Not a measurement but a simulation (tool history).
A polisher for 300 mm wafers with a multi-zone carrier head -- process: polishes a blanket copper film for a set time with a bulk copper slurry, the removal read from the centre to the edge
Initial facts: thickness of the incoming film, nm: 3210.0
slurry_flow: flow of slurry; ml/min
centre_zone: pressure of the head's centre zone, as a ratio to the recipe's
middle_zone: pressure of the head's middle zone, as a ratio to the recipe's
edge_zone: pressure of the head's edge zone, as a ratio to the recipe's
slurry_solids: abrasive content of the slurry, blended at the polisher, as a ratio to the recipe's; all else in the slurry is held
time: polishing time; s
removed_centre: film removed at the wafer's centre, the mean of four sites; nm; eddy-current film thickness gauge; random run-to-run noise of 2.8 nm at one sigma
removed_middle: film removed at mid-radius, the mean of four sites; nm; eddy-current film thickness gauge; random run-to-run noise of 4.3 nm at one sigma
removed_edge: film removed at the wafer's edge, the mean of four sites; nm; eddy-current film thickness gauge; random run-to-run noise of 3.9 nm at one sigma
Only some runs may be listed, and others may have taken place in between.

| run | day | slurry_flow | centre_zone | middle_zone | edge_zone | slurry_solids | time | removed_centre | removed_middle | removed_edge |
|---|---|---|---|---|---|---|---|---|---|---|
| 1 | 0 | 240 | 1 | 1 | 1 | 1 | 38 | 346.81 | 332.5 | 329.79 |
| 2 | 0.179 | 240 | 0.98 | 1.01 | 1 | 0.95 | 38 | 326.28 | 330.77 | 329.41 |
| 3 | 0.521 | 205 | 0.98 | 1.01 | 1 | 0.95 | 38 | 325.55 | 326.96 | 318.71 |
| 4 | 0.562 | 200 | 0.97 | 1.02 | 0.99 | 0.9 | 38 | 317.5 | 327.1 | 323 |
| 5 | 0.817 | 200 | 0.96 | 1.03 | 0.98 | 0.9 | 37 | 303.3 | 315.05 | 308.53 |
| 6 | 0.854 | 200 | 0.95 | 1.04 | 0.97 | 0.85 | 37 | 290.42 | 313.22 | 306.51 |
| 7 | 1.179 | 200 | 0.95 | 1.05 | 0.96 | 0.85 | 37 | 294.67 | 310.73 | 300.17 |
| 8 | 1.375 | 200 | 0.95 | 1.05 | 0.96 | 0.85 | 37 | 291.33 | 320.33 | 296.95 |
| 9 | 1.404 | 200 | 0.94 | 1.05 | 0.95 | 0.85 | 37 | 293.4 | 316.02 | 299.87 |
| 10 | 1.667 | 200 | 0.93 | 1.06 | 0.95 | 0.8 | 37 | 278.09 | 311.74 | 287.95 |

Run 11, settings as shown, results not yet in. Your forecast:
| 11 | 1.762 | 200 | 0.92 | 1.06 | 0.95 | 0.8 | 37 | ? | ? | ? |

Run 11 yielded removed_centre 283.34 nm, removed_middle 312.06 nm, removed_edge 292.07 nm.
